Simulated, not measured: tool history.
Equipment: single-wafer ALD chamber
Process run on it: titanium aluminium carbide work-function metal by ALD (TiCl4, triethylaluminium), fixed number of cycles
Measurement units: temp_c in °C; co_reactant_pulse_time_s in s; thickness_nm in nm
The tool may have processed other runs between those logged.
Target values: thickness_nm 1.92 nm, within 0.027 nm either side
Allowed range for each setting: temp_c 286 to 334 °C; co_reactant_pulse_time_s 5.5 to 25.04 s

run	hour	temp_c	co_reactant_pulse_time_s	thickness_nm
1	0	310	15.27	2.0169
2	6.4	304	15.27	1.9751
3	9.7	313	15.27	2.0247
4	13.8	308	14.67	1.9943
5	20	305	14.25	1.9601
6	27	311	14.25	2.0124
7	36	308	13.81	1.99
8	44.4	305	13.51	1.9656
9	47.9	303	13.28	1.9419

Next run, 5 choices. One meets every target within its allowed miss, the rest don't. Which?
A	51.4	308	13.45	?
B	51.4	314	10.89	?
C	51.4	305	19.61	?
D	51.4	294	18.6	?
E	51.4	307	13.28	?

move	thickness_nm
A	1.9892
B	2.0015
C	1.9995
D	1.9145
E	1.9802
A: its largest miss is bigger than the last run's
B: its largest miss is bigger than the last run's
C: its largest miss is bigger than the last run's
D: hits every target within its allowed miss
E: its largest miss is bigger than the last run's
D is the move that brings every result within its allowed miss.
